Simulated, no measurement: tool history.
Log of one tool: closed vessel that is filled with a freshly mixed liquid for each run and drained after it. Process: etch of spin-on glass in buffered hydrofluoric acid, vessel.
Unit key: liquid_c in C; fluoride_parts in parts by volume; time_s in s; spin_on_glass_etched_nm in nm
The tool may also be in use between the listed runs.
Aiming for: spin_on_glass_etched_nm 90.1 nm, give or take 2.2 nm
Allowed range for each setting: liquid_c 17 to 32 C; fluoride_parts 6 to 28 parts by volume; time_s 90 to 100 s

| run | day | liquid_c | fluoride_parts | time_s | spin_on_glass_etched_nm |
|---|---|---|---|---|---|
| 1 | 0 | 24 | 17 | 90 | 174.11 |
| 2 | 0.083 | 24 | 19.5 | 90 | 150.22 |
| 3 | 0.321 | 24 | 19.5 | 100 | 167.97 |
| 4 | 0.533 | 24 | 19.5 | 100 | 167.91 |
|  | 0.904 | thermometer replaced |
| 5 | 0.904 | 24 | 22.5 | 100 | 141.44 |
| 6 | 1.033 | 24 | 20 | 100 | 153.79 |
| 7 | 1.217 | 22 | 21 | 100 | 133.14 |
| 8 | 1.488 | 20.5 | 21.5 | 100 | 120.66 |
| 9 | 1.738 | 19.5 | 22 | 100 | 113.53 |
| 10 | 1.975 | 19.5 | 22 | 100 | 111.7 |
| 11 | 2.292 | 19 | 22.5 | 100 | 108.15 |
| 12 | 2.496 | 18.5 | 23 | 100 | 102.8 |

Which single option among these 4 for the next run brings every result within its allowed miss of target? Just one does.
| A | 2.7 | 17 | 25 | 95 | ? |
| B | 2.7 | 17.5 | 23.5 | 95 | ? |
| C | 2.7 | 18 | 21.5 | 90 | ? |
| D | 2.7 | 17 | 24 | 95 | ? |

| move | spin_on_glass_etched_nm |
|---|---|
| A | 84.901 |
| B | 91.191 |
| C | 94.529 |
| D | 87.336 |
A: takes the biggest miss from the last run beyond its target
B: each result inside its tolerance
C: an improvement on the last run, though not all results are within tolerance
D: takes the biggest miss from the last run beyond its target
B is the move that brings every result within its allowed miss.
